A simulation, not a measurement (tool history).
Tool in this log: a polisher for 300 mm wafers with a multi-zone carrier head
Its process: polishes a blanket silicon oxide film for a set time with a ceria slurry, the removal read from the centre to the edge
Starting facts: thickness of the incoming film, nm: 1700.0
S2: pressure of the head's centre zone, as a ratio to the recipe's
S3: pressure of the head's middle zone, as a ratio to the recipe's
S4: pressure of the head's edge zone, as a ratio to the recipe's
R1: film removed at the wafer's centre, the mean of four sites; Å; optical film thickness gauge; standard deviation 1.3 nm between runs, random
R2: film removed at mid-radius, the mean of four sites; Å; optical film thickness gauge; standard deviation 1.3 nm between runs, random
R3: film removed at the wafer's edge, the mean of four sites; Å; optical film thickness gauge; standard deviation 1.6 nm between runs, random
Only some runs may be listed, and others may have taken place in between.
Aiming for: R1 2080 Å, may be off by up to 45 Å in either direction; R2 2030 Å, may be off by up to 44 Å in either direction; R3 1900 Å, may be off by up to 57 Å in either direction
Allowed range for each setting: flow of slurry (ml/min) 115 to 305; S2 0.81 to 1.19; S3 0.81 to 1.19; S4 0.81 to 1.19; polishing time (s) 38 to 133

{"run": 1, "hour": 0.0, "flow of slurry (ml/min)": 195, "S2": 1, "S3": 1, "S4": 1, "polishing time (s)": 85, "R1": 2967.2, "R2": 2947.1, "R3": 2897}
{"run": 2, "hour": 6.5, "flow of slurry (ml/min)": 195, "S2": 0.95, "S3": 1, "S4": 1, "polishing time (s)": 85, "R1": 2817.4, "R2": 2964.3, "R3": 2887.8}
{"run": 3, "hour": 12.9, "flow of slurry (ml/min)": 195, "S2": 0.95, "S3": 0.99, "S4": 0.97, "polishing time (s)": 80, "R1": 2692, "R2": 2744.9, "R3": 2681.3}
{"run": 4, "hour": 14.9, "flow of slurry (ml/min)": 190, "S2": 0.94, "S3": 0.99, "S4": 0.94, "polishing time (s)": 76, "R1": 2469.6, "R2": 2608, "R3": 2501.2}
{"run": 5, "hour": 17.7, "flow of slurry (ml/min)": 190, "S2": 0.94, "S3": 0.99, "S4": 0.94, "polishing time (s)": 91, "R1": 2964.2, "R2": 3133, "R3": 2958.3}
{"run": 6, "hour": 23.8, "flow of slurry (ml/min)": 190, "S2": 0.95, "S3": 0.98, "S4": 0.91, "polishing time (s)": 85, "R1": 2822.2, "R2": 2859.8, "R3": 2735.9}
{"run": 7, "hour": 28.1, "flow of slurry (ml/min)": 190, "S2": 0.95, "S3": 0.98, "S4": 0.89, "polishing time (s)": 80, "R1": 2638.6, "R2": 2731, "R3": 2577.1}
{"run": 8, "hour": 28.8, "flow of slurry (ml/min)": 190, "S2": 0.96, "S3": 0.98, "S4": 0.87, "polishing time (s)": 75, "R1": 2508.1, "R2": 2533.9, "R3": 2372}
{"run": 9, "hour": 29.5, "flow of slurry (ml/min)": 185, "S2": 0.96, "S3": 0.98, "S4": 0.86, "polishing time (s)": 72, "R1": 2406.4, "R2": 2431.5, "R3": 2255.9}

Of the 5 settings listed for the next run, only one would bring every result within its allowed miss of target. Which one?
{"run": "A", "hour": 30.2, "flow of slurry (ml/min)": 175, "S2": 0.92, "S3": 1, "S4": 0.81, "polishing time (s)": 63, "R1": "?", "R2": "?", "R3": "?"}
{"run": "B", "hour": 30.2, "flow of slurry (ml/min)": 215, "S2": 1, "S3": 0.98, "S4": 0.82, "polishing time (s)": 56, "R1": "?", "R2": "?", "R3": "?"}
{"run": "C", "hour": 30.2, "flow of slurry (ml/min)": 215, "S2": 1.05, "S3": 0.97, "S4": 0.81, "polishing time (s)": 56, "R1": "?", "R2": "?", "R3": "?"}
{"run": "D", "hour": 30.2, "flow of slurry (ml/min)": 195, "S2": 1.05, "S3": 1.04, "S4": 0.81, "polishing time (s)": 57, "R1": "?", "R2": "?", "R3": "?"}
{"run": "E", "hour": 30.2, "flow of slurry (ml/min)": 260, "S2": 1.03, "S3": 1.02, "S4": 0.97, "polishing time (s)": 55, "R1": "?", "R2": "?", "R3": "?"}

move=A R1=1982.4 R2=2125.3 R3=1934.8
move=B R1=1984.6 R2=1915.3 R3=1769.8
move=C R1=2084.4 R2=1898.3 R3=1760.6
move=D R1=2089.7 R2=2020.9 R3=1771.8
move=E R1=2062.2 R2=1991.4 R3=1909.4
A: closer than the last run, but not yet in spec
B: the result that was furthest off in the last run now lies on the other side of its target
C: the result that was furthest off in the last run now lies on the other side of its target
D: gets the furthest-off result to its target, but another result is out of tolerance
E: hits every target within its allowed miss
Answer: E
